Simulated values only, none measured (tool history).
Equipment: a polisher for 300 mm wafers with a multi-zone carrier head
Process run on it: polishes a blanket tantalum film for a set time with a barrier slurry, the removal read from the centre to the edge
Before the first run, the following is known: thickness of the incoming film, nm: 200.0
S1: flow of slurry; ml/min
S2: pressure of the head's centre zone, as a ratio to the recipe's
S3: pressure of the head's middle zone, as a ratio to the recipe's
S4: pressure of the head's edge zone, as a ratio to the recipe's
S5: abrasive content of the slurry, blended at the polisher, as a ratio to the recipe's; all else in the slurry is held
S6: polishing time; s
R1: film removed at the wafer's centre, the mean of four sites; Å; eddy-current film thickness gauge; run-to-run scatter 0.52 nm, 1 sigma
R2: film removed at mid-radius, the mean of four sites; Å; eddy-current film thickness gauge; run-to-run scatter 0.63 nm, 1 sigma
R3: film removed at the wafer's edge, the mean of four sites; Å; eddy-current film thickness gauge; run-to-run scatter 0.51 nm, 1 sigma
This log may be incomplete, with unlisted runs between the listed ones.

run    day   S1    S2    S3    S4    S5  S6      R1      R2      R3
  1  0.000  205  1.00  1.00  1.00  1.00  62  630.90  633.75  622.54
  2  0.179  205  1.00  1.05  1.00  1.00  62  632.25  653.64  614.32
  3  0.233  205  1.00  1.05  1.00  1.00  53  540.58  566.58  542.34
  4  0.312  195  1.00  1.04  0.96  0.95  53  528.66  556.83  517.18
  5  0.408  195  1.00  1.04  0.96  0.95  62  611.80  642.34  607.63
  6  0.671  210  1.01  1.05  0.96  0.80  59  576.51  581.23  560.47

What will run 7 give?
  7  0.808  205  1.01  1.06  0.92  0.70  58   ?   ?   ?

{"run 7": {"R1": 552.4, "R2": 562.7, "R3": 519.7}}
